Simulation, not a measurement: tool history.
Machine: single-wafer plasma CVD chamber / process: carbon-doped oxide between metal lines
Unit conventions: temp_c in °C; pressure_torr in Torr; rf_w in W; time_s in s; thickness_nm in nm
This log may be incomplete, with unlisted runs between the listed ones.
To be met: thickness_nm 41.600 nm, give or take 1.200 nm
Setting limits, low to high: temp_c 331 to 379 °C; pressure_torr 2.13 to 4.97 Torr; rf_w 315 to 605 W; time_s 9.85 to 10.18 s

| run | hour | temp_c | pressure_torr | rf_w | time_s | thickness_nm |
|---|---|---|---|---|---|---|
| 1 | 0.0 | 355 | 3.55 | 460 | 9.85 | 46.494 |
| 2 | 3.8 | 364 | 3.55 | 460 | 9.85 | 45.347 |
| 3 | 6.1 | 364 | 3.55 | 460 | 10.18 | 47.066 |
| 4 | 13.9 | 364 | 3.54 | 455 | 10.17 | 46.913 |
| 5 | 18.6 | 364 | 3.91 | 455 | 10.17 | 47.544 |
| 6 | 24.6 | 364 | 3.61 | 455 | 10.17 | 47.393 |
| 7 | 27.5 | 364 | 3.60 | 445 | 10.15 | 45.929 |
|  | 29.9 | thermocouple changed; heater temperature recalibrated |
| 8 | 29.9 | 364 | 3.57 | 440 | 10.14 | 46.112 |
| 9 | 38.4 | 364 | 3.56 | 435 | 10.12 | 46.026 |
| 10 | 41.6 | 364 | 3.55 | 430 | 10.09 | 44.923 |
| 11 | 42.7 | 364 | 3.53 | 425 | 10.08 | 44.595 |
| 12 | 44.4 | 364 | 3.51 | 420 | 10.07 | 43.833 |
| 13 | 52.2 | 364 | 3.49 | 415 | 10.07 | 43.608 |
| 14 | 54.1 | 364 | 3.47 | 415 | 10.07 | 43.563 |
| 15 | 62.9 | 364 | 3.47 | 415 | 10.07 | 44.085 |

Below are 5 possible settings for the next run. Only one of them brings all results inside the allowed miss of their targets. Which is it?
| A | 71.7 | 375 | 2.95 | 380 | 9.85 | ? |
| B | 71.7 | 364 | 3.46 | 435 | 10.12 | ? |
| C | 71.7 | 370 | 4.59 | 375 | 10.09 | ? |
| D | 71.7 | 365 | 3.37 | 435 | 10.18 | ? |
| E | 71.7 | 361 | 3.34 | 405 | 10.18 | ? |

| move | thickness_nm |
|---|---|
| A | 38.601 |
| B | 45.165 |
| C | 41.083 |
| D | 45.236 |
| E | 43.357 |
A: pushes the last run's worst result past its target
B: its largest miss is bigger than the last run's
C: all results in spec
D: its largest miss is bigger than the last run's
E: nearer than the last run, and not there yet
C is the move that brings every result within its allowed miss.
